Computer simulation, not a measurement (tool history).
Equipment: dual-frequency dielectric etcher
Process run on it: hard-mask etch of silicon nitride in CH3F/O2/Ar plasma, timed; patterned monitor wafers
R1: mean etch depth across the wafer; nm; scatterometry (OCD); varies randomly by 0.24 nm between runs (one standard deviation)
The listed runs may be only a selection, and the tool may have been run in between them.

{"run": 1, "hour": 0.0, "source power (kW)": 0.55, "bias power (kW)": 0.091, "etch time (s)": 103.5, "R1": 93.708}
{"run": 2, "hour": 4.1, "source power (kW)": 0.5, "bias power (kW)": 0.086, "etch time (s)": 103.5, "R1": 86.452}
{"run": 3, "hour": 13.1, "source power (kW)": 0.46, "bias power (kW)": 0.086, "etch time (s)": 103.5, "R1": 82.917}
{"run": 4, "hour": 15.5, "source power (kW)": 0.44, "bias power (kW)": 0.086, "etch time (s)": 103.5, "R1": 80.978}
{"run": 5, "hour": 22.1, "source power (kW)": 0.51, "bias power (kW)": 0.086, "etch time (s)": 103.5, "R1": 86.643}
{"run": 6, "hour": 31.0, "source power (kW)": 0.47, "bias power (kW)": 0.086, "etch time (s)": 103.5, "R1": 83.986}

What will run 7 give?
{"run": 7, "hour": 38.0, "source power (kW)": 0.44, "bias power (kW)": 0.086, "etch time (s)": 103.5, "R1": "?"}

For run 7 the tool returned R1 81.226 nm.
